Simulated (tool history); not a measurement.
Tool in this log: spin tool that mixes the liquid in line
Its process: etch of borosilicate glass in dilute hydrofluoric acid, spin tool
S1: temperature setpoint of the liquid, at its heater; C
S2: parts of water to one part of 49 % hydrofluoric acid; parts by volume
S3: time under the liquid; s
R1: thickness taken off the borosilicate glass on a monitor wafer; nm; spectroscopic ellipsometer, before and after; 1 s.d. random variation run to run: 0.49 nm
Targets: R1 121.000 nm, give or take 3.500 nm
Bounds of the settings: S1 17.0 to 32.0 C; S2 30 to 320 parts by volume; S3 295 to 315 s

Run 1, hour 0.0: S1 24.0 C, S2 175 parts by volume, S3 295 s. Result: R1 38.661 nm.
Run 2, hour 6.0: S1 26.5 C, S2 175 parts by volume, S3 295 s. Result: R1 42.453 nm.
Run 3, hour 13.7: S1 26.5 C, S2 175 parts by volume, S3 295 s. Result: R1 42.121 nm.
Run 4, hour 14.5: S1 26.5 C, S2 130 parts by volume, S3 295 s. Result: R1 60.556 nm.
Run 5, hour 16.0: S1 26.5 C, S2 155 parts by volume, S3 295 s. Result: R1 48.891 nm.
Run 6, hour 24.0: S1 26.5 C, S2 155 parts by volume, S3 295 s. Result: R1 48.862 nm.
Run 7, hour 30.4: S1 27.0 C, S2 140 parts by volume, S3 295 s. Result: R1 56.491 nm.
Run 8, hour 39.4: S1 27.5 C, S2 130 parts by volume, S3 295 s. Result: R1 62.583 nm.
Run 9, hour 48.2: S1 28.0 C, S2 120 parts by volume, S3 295 s. Result: R1 69.894 nm.
Run 10, hour 50.1: S1 28.5 C, S2 115 parts by volume, S3 295 s. Result: R1 74.842 nm.
Run 11, hour 53.0: S1 29.0 C, S2 110 parts by volume, S3 295 s. Result: R1 80.298 nm.
Run 12, hour 59.6: S1 29.5 C, S2 105 parts by volume, S3 295 s. Result: R1 86.720 nm.
Run 13, hour 65.5: S1 30.0 C, S2 100 parts by volume, S3 295 s. Result: R1 93.436 nm.
Run 14, hour 73.7: S1 30.5 C, S2 100 parts by volume, S3 295 s. Result: R1 94.421 nm.
Run 15, hour 79.9: S1 30.5 C, S2 95 parts by volume, S3 295 s. Result: R1 100.030 nm.
Run 16, hour 81.2: S1 32.0 C, S2 70 parts by volume, S3 295 s. Result: R1 150.190 nm.
Run 17, hour 82.1: S1 31.5 C, S2 70 parts by volume, S3 295 s. Result: R1 147.760 nm.

Below are 5 possible settings for the next run. Only one of them brings all results inside the allowed miss of their targets. Which is it?
Run A, hour 83.0: S1 32.0 C, S2 85 parts by volume, S3 315 s. Result: R1 ?.
Run B, hour 83.0: S1 31.5 C, S2 90 parts by volume, S3 300 s. Result: R1 ?.
Run C, hour 83.0: S1 31.5 C, S2 60 parts by volume, S3 315 s. Result: R1 ?.
Run D, hour 83.0: S1 31.5 C, S2 80 parts by volume, S3 295 s. Result: R1 ?.
Run E, hour 83.0: S1 32.0 C, S2 90 parts by volume, S3 315 s. Result: R1 ?.

move       R1
   A  129.330
   B  113.330
   C  186.860
   D  127.260
   E  121.230
A: closer than the last run, but not yet in spec
B: the result that was furthest off in the last run now lies on the other side of its target
C: its largest miss is bigger than the last run's
D: closer than the last run, but not yet in spec
E: every result lands within tolerance
So the answer is move E, the one that meets all the targets.

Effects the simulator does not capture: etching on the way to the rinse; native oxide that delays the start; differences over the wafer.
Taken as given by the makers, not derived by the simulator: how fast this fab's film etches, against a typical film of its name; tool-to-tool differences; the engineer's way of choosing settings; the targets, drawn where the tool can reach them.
